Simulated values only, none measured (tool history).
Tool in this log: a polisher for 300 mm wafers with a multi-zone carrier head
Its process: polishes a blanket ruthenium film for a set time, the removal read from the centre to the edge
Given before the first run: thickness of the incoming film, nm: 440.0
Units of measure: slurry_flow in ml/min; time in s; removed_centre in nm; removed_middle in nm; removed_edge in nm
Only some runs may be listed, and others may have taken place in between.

run,hour,slurry_flow,centre_zone,middle_zone,edge_zone,time,removed_centre,removed_middle,removed_edge
1,0.0,185,1.00,1.00,1.00,46,67.251,67.854,72.599
2,5.0,185,1.00,0.96,1.00,46,67.425,65.780,71.441
3,7.0,195,1.00,1.02,0.98,47,70.296,70.011,71.770
4,9.2,195,0.95,1.02,0.98,47,68.486,71.168,72.943
5,15.3,205,0.94,1.06,0.99,48,68.693,76.151,75.032
6,22.1,205,0.91,1.06,0.99,48,68.550,73.540,75.490
7,23.9,210,0.92,1.09,1.00,49,67.623,77.696,77.148
8,26.6,215,0.93,1.10,0.99,50,70.121,80.633,80.511

Forecast run 9:
9,33.5,220,0.94,1.12,0.96,50,?,?,?

{"run 9": {"removed_centre": 70.691, "removed_middle": 81.984, "removed_edge": 77.276}}
